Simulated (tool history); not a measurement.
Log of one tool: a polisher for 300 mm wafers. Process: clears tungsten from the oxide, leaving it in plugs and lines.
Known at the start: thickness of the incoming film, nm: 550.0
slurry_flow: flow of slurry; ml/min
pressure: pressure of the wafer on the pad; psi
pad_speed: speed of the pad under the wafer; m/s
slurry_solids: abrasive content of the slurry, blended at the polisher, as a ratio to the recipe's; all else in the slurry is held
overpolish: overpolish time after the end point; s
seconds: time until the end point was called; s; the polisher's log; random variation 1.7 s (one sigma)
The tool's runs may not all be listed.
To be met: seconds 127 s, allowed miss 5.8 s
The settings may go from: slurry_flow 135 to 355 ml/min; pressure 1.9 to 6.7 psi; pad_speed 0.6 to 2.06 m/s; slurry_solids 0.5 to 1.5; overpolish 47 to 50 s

run    day  slurry_flow  pressure  pad_speed  slurry_solids  overpolish  seconds
  1      0          225       4.3       1.32              1          47    78.62
  2  0.371          225       3.8        1.3              1          47   90.717
  3  0.592          225       3.8       1.48              1          47    81.82
  4  0.688          225       4.2       1.48              1          47   77.095
     1.021  -- slurry nozzle cleaned
  5  1.021          225       4.2       1.48           1.15          47   69.765
  6  1.246          225       4.2       1.48           1.25          47   68.848
  7  1.433          225       3.7       1.44           1.25          47   80.925
  8  1.692          225       3.3       1.42           1.25          47   90.426
  9  1.854          225         3       1.42           1.25          47   98.525
 10  2.212          225       2.8       1.42           1.25          47   106.64
 11  2.312          225       2.7       1.42           1.25          47   108.68

4 next moves are on the table. One of them brings every result within its allowed miss. Which?
  A  2.412          200       2.6       1.12            1.1          47        ?
  B  2.412          185       2.1       1.38           1.45          47        ?
  C  2.412          340       2.4       1.16            1.1          47        ?
  D  2.412          260         2       1.58            1.5          47        ?

move  seconds
   A   136.97
   B   139.03
   C   136.08
   D   125.35
A: takes the result that was furthest off past its target
B: takes the result that was furthest off past its target
C: takes the result that was furthest off past its target
D: meets every target
The right move is D.
